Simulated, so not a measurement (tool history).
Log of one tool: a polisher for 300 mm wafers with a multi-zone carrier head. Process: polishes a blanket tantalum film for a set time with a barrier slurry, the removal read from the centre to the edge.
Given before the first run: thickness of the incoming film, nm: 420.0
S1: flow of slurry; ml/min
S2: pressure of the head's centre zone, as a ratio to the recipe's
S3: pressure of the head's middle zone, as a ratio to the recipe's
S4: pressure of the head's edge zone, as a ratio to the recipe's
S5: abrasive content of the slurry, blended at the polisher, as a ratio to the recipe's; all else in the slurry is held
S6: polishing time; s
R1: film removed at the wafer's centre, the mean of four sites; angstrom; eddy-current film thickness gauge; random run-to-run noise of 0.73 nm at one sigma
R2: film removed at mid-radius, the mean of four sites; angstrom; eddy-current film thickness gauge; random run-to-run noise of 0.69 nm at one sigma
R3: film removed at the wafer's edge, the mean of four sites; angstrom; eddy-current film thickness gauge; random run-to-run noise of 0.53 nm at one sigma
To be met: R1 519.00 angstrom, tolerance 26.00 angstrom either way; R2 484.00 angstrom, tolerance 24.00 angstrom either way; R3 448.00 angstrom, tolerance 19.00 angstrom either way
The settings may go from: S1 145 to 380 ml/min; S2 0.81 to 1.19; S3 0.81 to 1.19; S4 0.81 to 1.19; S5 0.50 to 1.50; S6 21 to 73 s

{"run": 1, "hour": 0.0, "S1": 245, "S2": 1.0, "S3": 1.0, "S4": 1.0, "S5": 1.0, "S6": 47, "R1": 813.2, "R2": 854.94, "R3": 818.48}
{"run": 2, "hour": 2.2, "S1": 245, "S2": 1.01, "S3": 1.0, "S4": 0.99, "S5": 0.95, "S6": 45, "R1": 773.8, "R2": 799.87, "R3": 773.07}
{"run": 3, "hour": 4.8, "S1": 245, "S2": 1.01, "S3": 1.0, "S4": 0.99, "S5": 0.95, "S6": 53, "R1": 901.14, "R2": 937.12, "R3": 887.47}
{"run": 4, "hour": 7.9, "S1": 245, "S2": 1.02, "S3": 1.0, "S4": 0.97, "S5": 0.9, "S6": 50, "R1": 871.41, "R2": 846.07, "R3": 826.23}
{"run": 5, "hour": 13.0, "S1": 245, "S2": 1.02, "S3": 1.02, "S4": 0.96, "S5": 0.85, "S6": 47, "R1": 798.22, "R2": 818.38, "R3": 756.36}
{"run": 6, "hour": 20.9, "S1": 245, "S2": 1.02, "S3": 1.02, "S4": 0.95, "S5": 0.8, "S6": 45, "R1": 740.81, "R2": 757.63, "R3": 713.42}
{"run": 7, "hour": 23.3, "S1": 245, "S2": 1.03, "S3": 1.02, "S4": 0.94, "S5": 0.75, "S6": 43, "R1": 714.56, "R2": 733.17, "R3": 668.58}
{"run": 8, "hour": 28.3, "S1": 245, "S2": 1.03, "S3": 1.01, "S4": 0.93, "S5": 0.7, "S6": 41, "R1": 664.32, "R2": 655.88, "R3": 605.99}
{"run": 9, "hour": 31.4, "S1": 245, "S2": 0.99, "S3": 0.97, "S4": 0.83, "S5": 0.5, "S6": 34, "R1": 471.51, "R2": 467.7, "R3": 427.84}
{"run": 10, "hour": 37.7, "S1": 245, "S2": 1.0, "S3": 0.97, "S4": 0.83, "S5": 0.5, "S6": 34, "R1": 462.18, "R2": 467.28, "R3": 424.04}
{"run": 11, "hour": 44.7, "S1": 245, "S2": 1.01, "S3": 0.97, "S4": 0.84, "S5": 0.5, "S6": 34, "R1": 473.76, "R2": 471.63, "R3": 432.72}
{"run": 12, "hour": 49.8, "S1": 245, "S2": 1.02, "S3": 0.97, "S4": 0.84, "S5": 0.5, "S6": 34, "R1": 481.83, "R2": 488.68, "R3": 430.68}
{"run": 13, "hour": 54.5, "S1": 245, "S2": 1.03, "S3": 0.96, "S4": 0.84, "S5": 0.5, "S6": 34, "R1": 483.84, "R2": 469.01, "R3": 431.79}
{"run": 14, "hour": 59.3, "S1": 245, "S2": 1.04, "S3": 0.96, "S4": 0.84, "S5": 0.5, "S6": 34, "R1": 485.69, "R2": 468.56, "R3": 425.57}
{"run": 15, "hour": 63.2, "S1": 245, "S2": 1.04, "S3": 0.96, "S4": 0.85, "S5": 0.5, "S6": 34, "R1": 496.11, "R2": 474.28, "R3": 437.68}

Of the 5 settings listed for the next run, only one would bring every result within its allowed miss of target. Which one?
{"run": "A", "hour": 67.1, "S1": 300, "S2": 0.97, "S3": 1.04, "S4": 0.87, "S5": 0.55, "S6": 32, "R1": "?", "R2": "?", "R3": "?"}
{"run": "B", "hour": 67.1, "S1": 255, "S2": 1.07, "S3": 0.98, "S4": 0.85, "S5": 0.5, "S6": 32, "R1": "?", "R2": "?", "R3": "?"}
{"run": "C", "hour": 67.1, "S1": 280, "S2": 1.07, "S3": 0.94, "S4": 0.85, "S5": 0.55, "S6": 33, "R1": "?", "R2": "?", "R3": "?"}
{"run": "D", "hour": 67.1, "S1": 220, "S2": 0.97, "S3": 1.01, "S4": 0.87, "S5": 0.7, "S6": 30, "R1": "?", "R2": "?", "R3": "?"}
{"run": "E", "hour": 67.1, "S1": 190, "S2": 0.94, "S3": 1.03, "S4": 0.88, "S5": 0.6, "S6": 33, "R1": "?", "R2": "?", "R3": "?"}

move=A R1=460.55 R2=485.55 R3=438.96
move=B R1=479.46 R2=441.16 R3=412.70
move=C R1=519.73 R2=465.03 R3=445.91
move=D R1=451.75 R2=469.25 R3=436.73
move=E R1=443.78 R2=483.40 R3=449.00
A: misses by more than the last run did
B: misses by more than the last run did
C: all results in spec
D: misses by more than the last run did
E: misses by more than the last run did
C is the move that brings every result within its allowed miss.

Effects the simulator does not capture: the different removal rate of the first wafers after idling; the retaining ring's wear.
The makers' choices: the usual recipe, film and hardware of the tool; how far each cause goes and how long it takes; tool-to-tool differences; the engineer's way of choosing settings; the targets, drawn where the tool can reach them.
